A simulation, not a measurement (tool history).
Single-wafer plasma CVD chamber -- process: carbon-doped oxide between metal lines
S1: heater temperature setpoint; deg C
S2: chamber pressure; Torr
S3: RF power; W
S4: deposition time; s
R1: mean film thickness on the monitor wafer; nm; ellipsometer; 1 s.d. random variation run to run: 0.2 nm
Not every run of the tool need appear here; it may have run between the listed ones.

run 1 hour=0.0 | S1=340 S2=6.21 S3=385 S4=12.2 | R1=61.432
run 2 hour=1.0 | S1=340 S2=6.21 S3=385 S4=11.6 | R1=58.192
run 3 hour=3.1 | S1=340 S2=7.11 S3=385 S4=11.6 | R1=58.463
run 4 hour=10.9 | S1=336 S2=7.11 S3=385 S4=11.6 | R1=59.085
run 5 hour=12.3 | S1=336 S2=7.72 S3=385 S4=11.6 | R1=59.006
run 6 hour=18.8 | S1=338 S2=7.73 S3=375 S4=11.6 | R1=57.254
run 7 hour=26.1 | S1=340 S2=7.77 S3=370 S4=11.6 | R1=56.618

For run 8, what comes out?
run 8 hour=26.7 | S1=342 S2=7.78 S3=365 S4=11.6 | R1=?

Run 8 gave R1 54.955 nm.

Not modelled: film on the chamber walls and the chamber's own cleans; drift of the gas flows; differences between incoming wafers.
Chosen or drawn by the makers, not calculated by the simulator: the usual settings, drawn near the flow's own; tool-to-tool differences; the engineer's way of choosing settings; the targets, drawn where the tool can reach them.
